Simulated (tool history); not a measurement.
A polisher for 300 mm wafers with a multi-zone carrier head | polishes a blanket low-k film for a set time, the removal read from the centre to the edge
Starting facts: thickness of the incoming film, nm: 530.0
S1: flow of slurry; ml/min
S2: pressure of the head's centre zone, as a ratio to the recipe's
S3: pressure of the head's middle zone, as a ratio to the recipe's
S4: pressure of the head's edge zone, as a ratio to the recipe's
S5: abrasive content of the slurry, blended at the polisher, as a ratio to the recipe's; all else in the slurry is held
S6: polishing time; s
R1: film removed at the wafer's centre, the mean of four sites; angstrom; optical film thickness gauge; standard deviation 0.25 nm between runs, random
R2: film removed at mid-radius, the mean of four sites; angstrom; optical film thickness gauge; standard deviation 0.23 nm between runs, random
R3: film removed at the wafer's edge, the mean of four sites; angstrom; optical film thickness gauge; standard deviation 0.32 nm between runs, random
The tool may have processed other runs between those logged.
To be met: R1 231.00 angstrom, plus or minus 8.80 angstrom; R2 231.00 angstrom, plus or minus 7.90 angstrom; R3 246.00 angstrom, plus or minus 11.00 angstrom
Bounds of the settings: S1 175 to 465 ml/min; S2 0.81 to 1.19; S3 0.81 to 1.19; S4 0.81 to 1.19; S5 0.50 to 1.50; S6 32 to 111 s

{"run": 1, "hour": 0.0, "S1": 295, "S2": 1.0, "S3": 1.0, "S4": 1.0, "S5": 1.0, "S6": 71, "R1": 327.92, "R2": 333.28, "R3": 334.23}
{"run": 2, "hour": 8.5, "S1": 295, "S2": 0.99, "S3": 0.98, "S4": 0.98, "S5": 0.9, "S6": 71, "R1": 301.91, "R2": 310.07, "R3": 311.33}
{"run": 3, "hour": 13.2, "S1": 295, "S2": 1.03, "S3": 0.98, "S4": 0.98, "S5": 0.9, "S6": 71, "R1": 315.73, "R2": 311.13, "R3": 310.76}
{"run": 4, "hour": 14.3, "S1": 295, "S2": 1.01, "S3": 0.96, "S4": 0.96, "S5": 0.85, "S6": 71, "R1": 302.6, "R2": 294.47, "R3": 305.7}
{"run": 5, "hour": 14.9, "S1": 295, "S2": 0.95, "S3": 0.96, "S4": 0.96, "S5": 0.85, "S6": 71, "R1": 281.48, "R2": 299.71, "R3": 303.26}
{"run": 6, "hour": 16.0, "S1": 295, "S2": 0.98, "S3": 0.96, "S4": 0.96, "S5": 0.85, "S6": 71, "R1": 284.91, "R2": 298.98, "R3": 299.45}
{"run": 7, "hour": 20.4, "S1": 295, "S2": 0.98, "S3": 0.94, "S4": 0.95, "S5": 0.8, "S6": 71, "R1": 277.86, "R2": 278.9, "R3": 279.93}
{"run": 8, "hour": 27.3, "S1": 270, "S2": 0.88, "S3": 0.84, "S4": 0.89, "S5": 0.75, "S6": 71, "R1": 245.12, "R2": 245.36, "R3": 275.95}

Which one of the following 4 next-run settings gets every result inside its allowed miss? There is exactly one.
{"run": "A", "hour": 34.2, "S1": 220, "S2": 0.91, "S3": 0.87, "S4": 0.85, "S5": 0.6, "S6": 78, "R1": "?", "R2": "?", "R3": "?"}
{"run": "B", "hour": 34.2, "S1": 175, "S2": 0.83, "S3": 0.85, "S4": 0.89, "S5": 0.65, "S6": 82, "R1": "?", "R2": "?", "R3": "?"}
{"run": "C", "hour": 34.2, "S1": 305, "S2": 0.92, "S3": 0.81, "S4": 0.9, "S5": 0.65, "S6": 77, "R1": "?", "R2": "?", "R3": "?"}
{"run": "D", "hour": 34.2, "S1": 310, "S2": 1.03, "S3": 0.83, "S4": 0.91, "S5": 0.75, "S6": 64, "R1": "?", "R2": "?", "R3": "?"}

move=A R1=229.89 R2=227.48 R3=248.61
move=B R1=230.98 R2=245.13 R3=278.28
move=C R1=249.64 R2=230.07 R3=270.33
move=D R1=255.30 R2=215.46 R3=249.09
A: hits every target within its allowed miss
B: lands further from the targets than the last run did
C: gains on the last run, yet a result remains outside its allowed miss
D: puts the biggest miss on target and leaves a different result outside tolerance
A is the move that brings every result within its allowed miss.

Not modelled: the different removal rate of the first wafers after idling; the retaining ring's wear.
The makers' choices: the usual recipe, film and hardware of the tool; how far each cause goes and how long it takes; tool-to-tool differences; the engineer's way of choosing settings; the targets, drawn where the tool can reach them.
